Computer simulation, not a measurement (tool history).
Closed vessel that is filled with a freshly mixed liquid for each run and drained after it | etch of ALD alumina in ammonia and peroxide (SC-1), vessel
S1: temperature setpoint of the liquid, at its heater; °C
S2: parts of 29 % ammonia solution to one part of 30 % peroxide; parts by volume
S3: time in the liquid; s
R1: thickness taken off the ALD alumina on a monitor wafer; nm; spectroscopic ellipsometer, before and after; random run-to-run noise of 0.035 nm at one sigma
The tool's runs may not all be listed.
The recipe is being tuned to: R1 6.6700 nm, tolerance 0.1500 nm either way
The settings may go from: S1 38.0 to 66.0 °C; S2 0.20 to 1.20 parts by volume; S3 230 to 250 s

run 1 hour=0.0 | S1=50.0 S2=0.75 S3=230 | R1=12.5550
run 2 hour=2.7 | S1=50.0 S2=0.55 S3=230 | R1=12.2910
run 3 hour=3.6 | S1=47.5 S2=0.55 S3=230 | R1=10.5970
run 4 hour=7.4 | S1=54.5 S2=0.55 S3=230 | R1=15.6350
run 5 hour=9.5 | S1=57.5 S2=0.55 S3=230 | R1=18.3620
-- hour=13.3 ammonia flow meter replaced
run 6 hour=13.3 | S1=57.5 S2=0.55 S3=250 | R1=20.1070
run 7 hour=17.7 | S1=53.5 S2=0.50 S3=245 | R1=15.9030
run 8 hour=23.7 | S1=45.5 S2=0.35 S3=230 | R1=9.2721
run 9 hour=26.7 | S1=44.0 S2=0.35 S3=230 | R1=8.4103
run 10 hour=30.3 | S1=43.0 S2=0.35 S3=230 | R1=8.0007

Which one of the following 5 next-run settings gets every result inside its allowed miss? There is exactly one.
run A hour=33.9 | S1=40.0 S2=0.20 S3=240 | R1=?
run B hour=33.9 | S1=39.0 S2=0.35 S3=230 | R1=?
run C hour=33.9 | S1=38.0 S2=0.65 S3=230 | R1=?
run D hour=33.9 | S1=38.5 S2=0.45 S3=235 | R1=?
run E hour=33.9 | S1=40.0 S2=0.20 S3=230 | R1=?

move=A R1=6.6498
move=B R1=6.3376
move=C R1=6.3354
move=D R1=6.4386
move=E R1=6.3728
A: all results in spec
B: the result that was furthest off in the last run now lies on the other side of its target
C: the result that was furthest off in the last run now lies on the other side of its target
D: the result that was furthest off in the last run now lies on the other side of its target
E: the result that was furthest off in the last run now lies on the other side of its target
Move A is the one to make.
